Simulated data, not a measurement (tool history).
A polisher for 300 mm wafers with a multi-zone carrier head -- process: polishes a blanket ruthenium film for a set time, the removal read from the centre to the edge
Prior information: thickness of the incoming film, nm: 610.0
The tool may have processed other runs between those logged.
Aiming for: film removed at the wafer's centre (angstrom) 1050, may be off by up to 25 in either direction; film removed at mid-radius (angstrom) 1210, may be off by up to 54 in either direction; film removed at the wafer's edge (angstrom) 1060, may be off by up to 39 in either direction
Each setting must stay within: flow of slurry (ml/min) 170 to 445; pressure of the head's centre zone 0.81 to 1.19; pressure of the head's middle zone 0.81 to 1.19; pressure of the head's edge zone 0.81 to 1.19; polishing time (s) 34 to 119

run,hour,flow of slurry (ml/min),pressure of the head's centre zone,pressure of the head's middle zone,pressure of the head's edge zone,polishing time (s),film removed at the wafer's centre (angstrom),film removed at mid-radius (angstrom),film removed at the wafer's edge (angstrom)
1,0,285,1,1,1,76,874.12,864.82,860.09
2,1.3,295,1,1.04,1.02,79,915.86,929,906.64
3,2.1,295,1,1.1,1.02,79,905.49,962.73,901.37
4,7.6,295,1,1.1,1.02,98,1129.8,1183,1107.7
5,15.4,285,0.99,1.11,1.01,98,1102.6,1184.2,1111
6,22.6,285,1.06,1.11,1.01,98,1186.2,1234.9,1100.2
7,29,270,1.04,1.12,1,98,1172.6,1214.4,1093.7
8,33.8,275,1.02,1.14,0.99,98,1147.8,1224.1,1098.5
9,36.7,280,1,1.15,0.98,97,1118.9,1227.6,1084.5
10,41,275,0.99,1.16,0.97,97,1092.7,1250.2,1063.8
11,50.1,270,0.98,1.16,0.97,97,1092.6,1233.4,1057

5 candidate next runs follow, results not yet known. Just one meets every target within its allowed miss. Identify it.
A,59.2,345,0.88,1.19,0.84,102,?,?,?
B,59.2,270,1,1.19,0.89,92,?,?,?
C,59.2,285,0.98,1.19,0.92,98,?,?,?
D,59.2,275,1.05,1.19,0.87,92,?,?,?
E,59.2,235,0.97,1.19,1,96,?,?,?

move,film removed at the wafer's centre (angstrom),film removed at mid-radius (angstrom),film removed at the wafer's edge (angstrom)
A,1048.7,1360.5,1078.3
B,1053.2,1202.7,983.52
C,1104.8,1287,1067.4
D,1108.2,1204.3,974.55
E,1051.4,1239.6,1073.9
A: brings the result that was furthest off to its target, and leaves another outside
B: brings the result that was furthest off to its target, and leaves another outside
C: misses by more than the last run did
D: misses by more than the last run did
E: all results in spec
Go with E: it meets all targets.
